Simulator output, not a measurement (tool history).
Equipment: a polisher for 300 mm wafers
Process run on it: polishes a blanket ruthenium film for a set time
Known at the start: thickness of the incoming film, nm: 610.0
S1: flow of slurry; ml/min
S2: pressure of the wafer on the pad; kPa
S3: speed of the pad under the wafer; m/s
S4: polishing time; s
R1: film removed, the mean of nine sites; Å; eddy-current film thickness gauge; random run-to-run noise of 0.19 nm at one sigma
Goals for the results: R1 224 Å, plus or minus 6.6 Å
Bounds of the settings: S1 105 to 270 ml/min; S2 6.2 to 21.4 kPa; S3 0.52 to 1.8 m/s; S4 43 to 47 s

| run | day | S1 | S2 | S3 | S4 | R1 |
|---|---|---|---|---|---|---|
| 1 | 0 | 175 | 13.8 | 1.16 | 47 | 524.21 |
| 2 | 0.367 | 175 | 10.3 | 1.16 | 47 | 428.08 |
| 3 | 0.638 | 170 | 9.7 | 1.08 | 47 | 378.83 |
| 4 | 0.888 | 170 | 9.7 | 1.08 | 47 | 383.97 |
|  | 1.25 | head pressure recalibrated |
| 5 | 1.25 | 170 | 11.7 | 1.08 | 47 | 425.14 |
| 6 | 1.446 | 165 | 11 | 1.02 | 47 | 379.52 |
| 7 | 1.746 | 160 | 10.3 | 0.98 | 47 | 346.95 |
| 8 | 1.942 | 145 | 6.2 | 0.82 | 47 | 212.65 |

4 candidate next runs follow, results not yet known. Just one meets every target within its allowed miss. Identify it.
| A | 2.138 | 115 | 9.7 | 0.76 | 46 | ? |
| B | 2.138 | 135 | 6.9 | 0.84 | 44 | ? |
| C | 2.138 | 140 | 6.9 | 0.82 | 47 | ? |
| D | 2.138 | 135 | 9.7 | 0.64 | 46 | ? |

| move | R1 |
|---|---|
| A | 237.05 |
| B | 212.05 |
| C | 223.02 |
| D | 208.91 |
A: moves the result that the last run missed by most past its target, out the other side
B: further off than the last run
C: hits every target within its allowed miss
D: further off than the last run
The right move is C.
